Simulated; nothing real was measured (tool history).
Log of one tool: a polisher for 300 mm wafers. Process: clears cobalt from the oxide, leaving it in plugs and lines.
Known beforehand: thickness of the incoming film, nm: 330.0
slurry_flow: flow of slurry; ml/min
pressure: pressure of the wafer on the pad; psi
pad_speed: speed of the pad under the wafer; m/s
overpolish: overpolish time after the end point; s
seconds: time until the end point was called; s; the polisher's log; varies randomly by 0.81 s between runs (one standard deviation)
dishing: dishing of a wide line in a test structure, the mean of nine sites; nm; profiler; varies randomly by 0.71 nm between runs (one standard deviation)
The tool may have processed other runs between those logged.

| run | day | slurry_flow | pressure | pad_speed | overpolish | seconds | dishing |
|---|---|---|---|---|---|---|---|
| 1 | 0 | 225 | 1.3 | 1.2 | 17 | 93.652 | 45.892 |
| 2 | 0.304 | 230 | 1.5 | 1.2 | 17 | 82 | 50.185 |
| 3 | 0.571 | 230 | 1.7 | 1.22 | 17 | 69.491 | 56.579 |
| 4 | 0.662 | 210 | 1.7 | 1.22 | 17 | 71.259 | 54.375 |
| 5 | 0.862 | 185 | 1.7 | 1.22 | 17 | 72.999 | 53.803 |
| 6 | 1.067 | 185 | 1.7 | 1.1 | 17 | 78.392 | 50.467 |
| 7 | 1.375 | 200 | 2.1 | 1.24 | 17 | 57.672 | 62.448 |
| 8 | 1.633 | 210 | 2.1 | 1.28 | 17 | 55.666 | 66.326 |
| 9 | 1.783 | 215 | 2.1 | 1.3 | 17 | 53.532 | 66.247 |
| 10 | 2.096 | 220 | 2.1 | 1.3 | 17 | 54.763 | 65.82 |

What will run 11 give?
| 11 | 2.288 | 220 | 2.1 | 1.32 | 17 | ? | ? |

Logged for run 11: seconds 53.517 s, dishing 68.217 nm.
